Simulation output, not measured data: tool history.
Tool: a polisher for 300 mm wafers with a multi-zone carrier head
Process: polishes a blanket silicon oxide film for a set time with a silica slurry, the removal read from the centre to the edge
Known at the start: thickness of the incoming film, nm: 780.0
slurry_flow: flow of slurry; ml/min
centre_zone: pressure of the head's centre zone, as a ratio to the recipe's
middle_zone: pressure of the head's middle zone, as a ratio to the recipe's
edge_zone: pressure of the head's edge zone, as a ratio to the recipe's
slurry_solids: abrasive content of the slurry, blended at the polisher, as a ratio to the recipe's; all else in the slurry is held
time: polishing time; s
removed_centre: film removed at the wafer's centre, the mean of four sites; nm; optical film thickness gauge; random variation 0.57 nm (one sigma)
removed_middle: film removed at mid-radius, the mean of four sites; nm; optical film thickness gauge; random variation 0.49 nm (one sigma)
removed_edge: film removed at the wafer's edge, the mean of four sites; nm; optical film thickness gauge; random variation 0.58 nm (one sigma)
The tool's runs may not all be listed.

{"run": 1, "hour": 0.0, "slurry_flow": 240, "centre_zone": 1, "middle_zone": 1, "edge_zone": 1, "slurry_solids": 1, "time": 33, "removed_centre": 70.648, "removed_middle": 71.002, "removed_edge": 71.997}
{"run": 2, "hour": 4.3, "slurry_flow": 240, "centre_zone": 1, "middle_zone": 1, "edge_zone": 1, "slurry_solids": 1, "time": 39, "removed_centre": 85.191, "removed_middle": 84.627, "removed_edge": 85.236}
{"run": 3, "hour": 5.6, "slurry_flow": 240, "centre_zone": 1, "middle_zone": 1, "edge_zone": 1, "slurry_solids": 1, "time": 44, "removed_centre": 94.97, "removed_middle": 95.851, "removed_edge": 96.852}
{"run": 4, "hour": 11.8, "slurry_flow": 240, "centre_zone": 1, "middle_zone": 1, "edge_zone": 0.96, "slurry_solids": 1, "time": 44, "removed_centre": 95.087, "removed_middle": 95.147, "removed_edge": 94.828}
{"run": 5, "hour": 14.7, "slurry_flow": 240, "centre_zone": 1.08, "middle_zone": 1, "edge_zone": 0.96, "slurry_solids": 1, "time": 44, "removed_centre": 101.28, "removed_middle": 94.774, "removed_edge": 93.997}
{"run": 6, "hour": 18.6, "slurry_flow": 240, "centre_zone": 1.08, "middle_zone": 1, "edge_zone": 1, "slurry_solids": 1, "time": 44, "removed_centre": 100.72, "removed_middle": 95.086, "removed_edge": 96.375}
{"run": 7, "hour": 20.6, "slurry_flow": 230, "centre_zone": 1.04, "middle_zone": 0.98, "edge_zone": 0.99, "slurry_solids": 0.95, "time": 44, "removed_centre": 95.443, "removed_middle": 92.043, "removed_edge": 93.318}
{"run": 8, "hour": 27.3, "slurry_flow": 220, "centre_zone": 1, "middle_zone": 0.95, "edge_zone": 0.98, "slurry_solids": 0.9, "time": 44, "removed_centre": 89.906, "removed_middle": 86.468, "removed_edge": 90.238}

Forecast run 9:
{"run": 9, "hour": 34.4, "slurry_flow": 210, "centre_zone": 0.97, "middle_zone": 0.94, "edge_zone": 0.96, "slurry_solids": 0.9, "time": 44, "removed_centre": "?", "removed_middle": "?", "removed_edge": "?"}

{"run 9": {"removed_centre": 86.627, "removed_middle": 84, "removed_edge": 88.696}}
